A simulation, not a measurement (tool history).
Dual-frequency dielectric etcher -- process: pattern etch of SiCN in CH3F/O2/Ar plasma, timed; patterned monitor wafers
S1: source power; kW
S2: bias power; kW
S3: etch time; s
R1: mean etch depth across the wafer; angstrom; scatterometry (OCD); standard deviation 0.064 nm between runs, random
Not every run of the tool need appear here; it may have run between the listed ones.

run    day    S1     S2    S3      R1
  1      0  0.52  0.099    31  145.81
  2  0.238  0.52  0.087    31  135.43
  3  0.388  0.52  0.087    31  134.97
  4  0.512  0.52  0.087  28.5  124.15
  5  0.712  0.52  0.087    31  134.62
  6  0.825  0.54  0.089    31  138.95
  7  0.854  0.56   0.09    31  141.83
  8  1.021  0.58  0.091    31  145.49
  9  1.275  0.59  0.092    31   147.7
 10  1.542   0.6  0.093    31  150.77
 11  1.571  0.61  0.093    31  151.38
 12  1.646  0.62  0.093    31  152.85
 13  1.958  0.63  0.093    31  154.05
 14  1.992  0.64  0.093    31  154.77
 15   2.25  0.65  0.093    31  155.71

What does the tool deliver on the next run?
 16  2.446  0.66  0.094  31   ?

{"run 16": {"R1": 157.22}}
